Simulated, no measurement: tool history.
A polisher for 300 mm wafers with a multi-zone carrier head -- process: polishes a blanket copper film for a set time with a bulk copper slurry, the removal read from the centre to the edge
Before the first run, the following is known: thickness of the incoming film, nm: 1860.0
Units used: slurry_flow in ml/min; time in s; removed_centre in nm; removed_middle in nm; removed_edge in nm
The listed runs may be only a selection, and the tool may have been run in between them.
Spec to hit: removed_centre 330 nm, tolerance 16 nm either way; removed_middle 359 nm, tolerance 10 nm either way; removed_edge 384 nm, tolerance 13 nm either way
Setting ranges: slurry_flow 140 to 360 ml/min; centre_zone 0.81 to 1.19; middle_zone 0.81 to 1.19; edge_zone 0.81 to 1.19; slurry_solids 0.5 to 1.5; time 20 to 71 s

| run | hour | slurry_flow | centre_zone | middle_zone | edge_zone | slurry_solids | time | removed_centre | removed_middle | removed_edge |
|---|---|---|---|---|---|---|---|---|---|---|
| 1 | 0 | 230 | 1 | 1 | 1 | 1 | 45 | 419.68 | 416.33 | 427.2 |
| 2 | 4.2 | 230 | 1 | 1 | 1 | 1.2 | 45 | 440.63 | 438.59 | 443.84 |
| 3 | 11.8 | 230 | 1 | 0.93 | 1 | 1.2 | 45 | 441.49 | 423.1 | 443.67 |
| 4 | 16.4 | 225 | 0.97 | 0.92 | 0.98 | 1.15 | 45 | 425.88 | 421.88 | 435.27 |
| 5 | 19.5 | 225 | 0.97 | 0.92 | 1.05 | 1.15 | 45 | 418.02 | 412.24 | 446.53 |
| 6 | 20.9 | 185 | 0.97 | 0.92 | 1.05 | 1.15 | 45 | 413.41 | 406.21 | 436.6 |
| 7 | 24.4 | 185 | 0.97 | 0.92 | 1.05 | 1.15 | 45 | 405.32 | 404.71 | 437.58 |
| 8 | 25.1 | 180 | 0.95 | 0.92 | 1.04 | 1.1 | 45 | 400.27 | 398.87 | 426.61 |
| 9 | 33.1 | 175 | 0.93 | 0.92 | 1.04 | 1.05 | 45 | 379.61 | 388.45 | 426.73 |
| 10 | 38.9 | 175 | 0.86 | 0.91 | 0.94 | 0.85 | 44 | 326.44 | 358.34 | 369.56 |
| 11 | 42.9 | 175 | 0.86 | 0.91 | 0.95 | 0.85 | 44 | 323.04 | 356.21 | 368.09 |

Of the 4 settings listed for the next run, only one would bring every result within its allowed miss of target. Which one?
| A | 46.9 | 170 | 0.93 | 0.96 | 0.88 | 0.75 | 45 | ? | ? | ? |
| B | 46.9 | 140 | 0.87 | 0.91 | 0.96 | 0.7 | 50 | ? | ? | ? |
| C | 46.9 | 170 | 0.89 | 0.82 | 1.04 | 0.9 | 44 | ? | ? | ? |
| D | 46.9 | 145 | 1.04 | 1.01 | 0.94 | 0.95 | 41 | ? | ? | ? |

| move | removed_centre | removed_middle | removed_edge |
|---|---|---|---|
| A | 338.85 | 354.27 | 353.17 |
| B | 331.54 | 358.28 | 386.71 |
| C | 339.02 | 340.53 | 396.86 |
| D | 350.75 | 344.67 | 348.65 |
A: its largest miss is bigger than the last run's
B: in spec on every target
C: the furthest-off result lands on target, but another misses its tolerance
D: its largest miss is bigger than the last run's
Correct choice: B, which meets every target
